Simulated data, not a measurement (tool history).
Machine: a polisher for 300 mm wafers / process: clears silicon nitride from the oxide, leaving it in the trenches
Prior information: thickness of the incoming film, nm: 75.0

run,hour,flow of slurry (ml/min),pressure of the wafer on the pad (kPa),speed of the pad under the wafer (cm/s),overpolish time after the end point (s),time until the end point was called (s)
1,0,210,12.4,110,31,147.6
2,4.9,210,11,108,31,164.81
3,12.5,210,9.7,108,31,181.04
4,13.6,205,9,104,31,198.96
5,20.7,245,9,104,31,193.33
# hour 26.2: worn pad replaced by a new one
6,26.2,240,8.3,102,31,181.99
7,30.6,220,7.6,100,31,201.92
8,38.2,210,6.9,92,31,233.45

Expected results for the next run?
9,40.9,195,6.9,90,31,?

Logged for run 9: time until the end point was called (s) 239.48.
